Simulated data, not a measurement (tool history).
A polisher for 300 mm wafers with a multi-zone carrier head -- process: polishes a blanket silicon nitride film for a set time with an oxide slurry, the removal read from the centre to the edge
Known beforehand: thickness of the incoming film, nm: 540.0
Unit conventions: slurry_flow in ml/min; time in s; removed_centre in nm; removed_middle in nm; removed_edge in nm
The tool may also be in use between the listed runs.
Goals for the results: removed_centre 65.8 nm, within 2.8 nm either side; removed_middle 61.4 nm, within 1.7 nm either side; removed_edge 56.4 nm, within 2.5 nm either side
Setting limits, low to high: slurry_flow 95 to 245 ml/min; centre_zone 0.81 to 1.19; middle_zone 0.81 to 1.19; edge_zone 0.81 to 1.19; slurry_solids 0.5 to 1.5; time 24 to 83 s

Run 1, hour 0: slurry_flow 155 ml/min, centre_zone 1, middle_zone 1, edge_zone 1, slurry_solids 1, time 53 s. Result: removed_centre 40.827 nm, removed_middle 41.199 nm, removed_edge 40.13 nm.
Run 2, hour 7.9: slurry_flow 120 ml/min, centre_zone 1, middle_zone 1, edge_zone 1, slurry_solids 1, time 53 s. Result: removed_centre 39.851 nm, removed_middle 39.744 nm, removed_edge 39.383 nm.
Run 3, hour 9.5: slurry_flow 120 ml/min, centre_zone 1, middle_zone 1, edge_zone 1, slurry_solids 0.85, time 53 s. Result: removed_centre 37.963 nm, removed_middle 37.784 nm, removed_edge 37.798 nm.
Run 4, hour 10: slurry_flow 130 ml/min, centre_zone 1.06, middle_zone 1.04, edge_zone 1.04, slurry_solids 1.1, time 55 s. Result: removed_centre 44.814 nm, removed_middle 43.743 nm, removed_edge 43.144 nm.
Run 5, hour 16.3: slurry_flow 95 ml/min, centre_zone 1.06, middle_zone 1.04, edge_zone 1.04, slurry_solids 1.1, time 55 s. Result: removed_centre 40.956 nm, removed_middle 41.794 nm, removed_edge 41.396 nm.
Run 6, hour 19.5: slurry_flow 95 ml/min, centre_zone 1.06, middle_zone 1.04, edge_zone 0.99, slurry_solids 1.1, time 55 s. Result: removed_centre 41.853 nm, removed_middle 41.9 nm, removed_edge 40.44 nm.
Run 7, hour 23.3: slurry_flow 140 ml/min, centre_zone 1.16, middle_zone 1.12, edge_zone 1.09, slurry_solids 1.35, time 57 s. Result: removed_centre 54.976 nm, removed_middle 52.409 nm, removed_edge 49.574 nm.
Run 8, hour 27.3: slurry_flow 165 ml/min, centre_zone 1.17, middle_zone 1.13, edge_zone 1.1, slurry_solids 1.4, time 57 s. Result: removed_centre 56.794 nm, removed_middle 54.921 nm, removed_edge 50.98 nm.

Which single option among these 4 for the next run brings every result within its allowed miss of target? Just one does.
Run A, hour 31.3: slurry_flow 170 ml/min, centre_zone 1.19, middle_zone 1.11, edge_zone 1.06, slurry_solids 1.3, time 66 s. Result: removed_centre ?, removed_middle ?, removed_edge ?.
Run B, hour 31.3: slurry_flow 205 ml/min, centre_zone 1.14, middle_zone 1.16, edge_zone 0.99, slurry_solids 1.45, time 64 s. Result: removed_centre ?, removed_middle ?, removed_edge ?.
Run C, hour 31.3: slurry_flow 200 ml/min, centre_zone 1.1, middle_zone 1.12, edge_zone 1.09, slurry_solids 1.5, time 61 s. Result: removed_centre ?, removed_middle ?, removed_edge ?.
Run D, hour 31.3: slurry_flow 175 ml/min, centre_zone 1.16, middle_zone 1.19, edge_zone 0.96, slurry_solids 1.4, time 60 s. Result: removed_centre ?, removed_middle ?, removed_edge ?.

move  removed_centre  removed_middle  removed_edge
   A          65.738          62.046         55.89
   B          65.251          66.164        55.084
   C          60.645          61.567        55.428
   D           60.01          61.432        49.579
A: all results land within tolerance of their targets
B: the result that was furthest off in the last run now lies on the other side of its target
C: meets the target for the result that was furthest off, but another lies outside its allowed miss
D: meets the target for the result that was furthest off, but another lies outside its allowed miss
A is the move that brings every result within its allowed miss.
